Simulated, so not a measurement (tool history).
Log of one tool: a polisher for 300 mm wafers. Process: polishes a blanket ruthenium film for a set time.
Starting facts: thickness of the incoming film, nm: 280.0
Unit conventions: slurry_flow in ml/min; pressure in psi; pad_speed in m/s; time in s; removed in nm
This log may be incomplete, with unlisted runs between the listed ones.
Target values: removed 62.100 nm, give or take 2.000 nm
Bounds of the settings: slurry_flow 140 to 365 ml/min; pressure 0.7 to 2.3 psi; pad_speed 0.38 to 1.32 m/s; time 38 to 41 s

run	hour	slurry_flow	pressure	pad_speed	time	removed
1	0.0	235	1.5	0.84	41	34.875
2	4.5	235	1.6	0.84	41	37.318
3	6.2	275	1.6	0.84	41	38.071
4	9.4	275	1.6	0.72	41	32.646
5	14.1	275	1.7	0.74	41	35.627
6	15.0	275	1.8	0.76	41	38.502
7	22.1	275	1.9	0.78	41	40.783
8	29.9	275	2.0	0.80	41	43.088
9	35.6	280	2.0	0.82	41	43.999
10	42.3	280	2.0	0.84	41	45.681
11	43.6	290	2.3	0.94	41	57.078
12	49.2	290	2.3	0.96	41	58.097

Exactly one of the 4 candidate moves below puts every result within its allowed miss. Which one?
A	54.8	265	2.2	1.00	41	?
B	54.8	265	2.2	1.06	38	?
C	54.8	260	2.3	1.06	41	?
D	54.8	355	2.3	0.94	41	?

move	removed
A	57.708
B	56.548
C	63.148
D	57.940
A: the biggest miss grows against the last run
B: the biggest miss grows against the last run
C: each result inside its tolerance
D: neither nearer nor further off than the last run
Go with C: it meets all targets.

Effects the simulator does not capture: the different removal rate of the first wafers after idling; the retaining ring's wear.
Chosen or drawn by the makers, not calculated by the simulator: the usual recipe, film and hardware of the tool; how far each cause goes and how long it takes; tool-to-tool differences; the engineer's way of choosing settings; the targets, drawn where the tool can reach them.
